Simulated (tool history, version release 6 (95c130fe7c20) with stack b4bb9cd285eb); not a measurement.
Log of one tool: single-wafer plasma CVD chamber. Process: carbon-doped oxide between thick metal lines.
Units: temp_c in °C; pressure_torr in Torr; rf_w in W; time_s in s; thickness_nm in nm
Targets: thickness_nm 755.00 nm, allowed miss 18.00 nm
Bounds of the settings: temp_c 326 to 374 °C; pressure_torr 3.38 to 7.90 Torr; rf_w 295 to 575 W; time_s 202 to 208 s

| run | hour | temp_c | pressure_torr | rf_w | time_s | thickness_nm |
|---|---|---|---|---|---|---|
| 1 | 0.0 | 350 | 5.64 | 435 | 202 | 892.78 |
| 2 | 6.6 | 341 | 5.64 | 435 | 202 | 913.34 |
| 3 | 8.2 | 348 | 5.64 | 435 | 202 | 895.42 |
| 4 | 11.8 | 340 | 5.64 | 435 | 202 | 920.80 |
| 5 | 20.7 | 342 | 5.43 | 420 | 202 | 890.14 |
| 6 | 22.5 | 344 | 5.31 | 405 | 202 | 856.13 |
| 7 | 29.9 | 346 | 5.14 | 400 | 202 | 838.98 |
| 8 | 31.3 | 348 | 4.97 | 395 | 202 | 820.60 |
| 9 | 32.2 | 349 | 4.83 | 390 | 202 | 809.62 |
| 10 | 39.7 | 350 | 4.71 | 385 | 202 | 790.88 |
| 11 | 41.1 | 351 | 4.63 | 385 | 202 | 791.93 |
| 12 | 49.6 | 352 | 4.55 | 385 | 202 | 785.45 |
| 13 | 57.8 | 353 | 4.48 | 385 | 202 | 785.19 |
|  | 61.8 | thermocouple changed; heater temperature recalibrated |
| 14 | 61.8 | 354 | 4.42 | 385 | 202 | 787.24 |
| 15 | 67.2 | 354 | 4.38 | 380 | 202 | 775.03 |

Which of these 5 next moves meets every target?
| A | 72.6 | 352 | 4.83 | 390 | 202 | ? |
| B | 72.6 | 355 | 4.15 | 405 | 202 | ? |
| C | 72.6 | 354 | 4.05 | 375 | 202 | ? |
| D | 72.6 | 351 | 4.21 | 390 | 203 | ? |
| E | 72.6 | 343 | 4.74 | 350 | 207 | ? |

| move | thickness_nm |
|---|---|
| A | 811.65 |
| B | 802.82 |
| C | 761.93 |
| D | 797.90 |
| E | 791.60 |
A: further off than the last run
B: further off than the last run
C: meets every target
D: further off than the last run
E: further off than the last run
Move C is the one to make.
